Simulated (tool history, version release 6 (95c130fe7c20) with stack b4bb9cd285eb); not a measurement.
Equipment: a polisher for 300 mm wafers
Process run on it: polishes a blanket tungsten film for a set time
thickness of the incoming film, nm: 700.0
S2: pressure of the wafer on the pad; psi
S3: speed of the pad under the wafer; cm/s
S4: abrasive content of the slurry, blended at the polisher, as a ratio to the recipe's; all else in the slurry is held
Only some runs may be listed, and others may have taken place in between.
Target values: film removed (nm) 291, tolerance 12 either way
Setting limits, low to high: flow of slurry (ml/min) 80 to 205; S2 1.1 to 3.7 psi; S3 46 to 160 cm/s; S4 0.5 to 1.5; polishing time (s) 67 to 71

{"run": 1, "day": 0.0, "flow of slurry (ml/min)": 135, "S2": 2.4, "S3": 102, "S4": 1, "polishing time (s)": 67, "film removed (nm)": 185.47}
{"run": 2, "day": 0.188, "flow of slurry (ml/min)": 135, "S2": 2.4, "S3": 80, "S4": 1, "polishing time (s)": 67, "film removed (nm)": 146.39}
{"run": 3, "day": 0.354, "flow of slurry (ml/min)": 135, "S2": 2.7, "S3": 82, "S4": 1, "polishing time (s)": 67, "film removed (nm)": 164.15}
{"run": 4, "day": 0.412, "flow of slurry (ml/min)": 135, "S2": 2.7, "S3": 82, "S4": 1, "polishing time (s)": 67, "film removed (nm)": 163.79}
{"run": 5, "day": 0.517, "flow of slurry (ml/min)": 135, "S2": 2.9, "S3": 86, "S4": 1, "polishing time (s)": 67, "film removed (nm)": 184.49}
{"run": 6, "day": 0.708, "flow of slurry (ml/min)": 115, "S2": 2.9, "S3": 86, "S4": 1, "polishing time (s)": 67, "film removed (nm)": 178.31}
{"run": 7, "day": 0.842, "flow of slurry (ml/min)": 120, "S2": 3.1, "S3": 90, "S4": 1, "polishing time (s)": 67, "film removed (nm)": 195.87}
{"run": 8, "day": 1.212, "flow of slurry (ml/min)": 120, "S2": 3.7, "S3": 114, "S4": 1.05, "polishing time (s)": 67, "film removed (nm)": 278.02}

Of the 4 settings listed for the next run, only one would bring every result within its allowed miss of target. Which one?
{"run": "A", "day": 1.583, "flow of slurry (ml/min)": 125, "S2": 3.4, "S3": 138, "S4": 0.8, "polishing time (s)": 67, "film removed (nm)": "?"}
{"run": "B", "day": 1.583, "flow of slurry (ml/min)": 105, "S2": 3.7, "S3": 100, "S4": 1.15, "polishing time (s)": 71, "film removed (nm)": "?"}
{"run": "C", "day": 1.583, "flow of slurry (ml/min)": 115, "S2": 3.7, "S3": 110, "S4": 1, "polishing time (s)": 67, "film removed (nm)": "?"}
{"run": "D", "day": 1.583, "flow of slurry (ml/min)": 100, "S2": 3.6, "S3": 112, "S4": 1.1, "polishing time (s)": 67, "film removed (nm)": "?"}

move=A film_removed_(nm)=297.02
move=B film_removed_(nm)=257.78
move=C film_removed_(nm)=262.98
move=D film_removed_(nm)=260.06
A: meets every target
B: moves away from the targets compared with the last run
C: moves away from the targets compared with the last run
D: moves away from the targets compared with the last run
So the answer is move A, the one that meets all the targets.

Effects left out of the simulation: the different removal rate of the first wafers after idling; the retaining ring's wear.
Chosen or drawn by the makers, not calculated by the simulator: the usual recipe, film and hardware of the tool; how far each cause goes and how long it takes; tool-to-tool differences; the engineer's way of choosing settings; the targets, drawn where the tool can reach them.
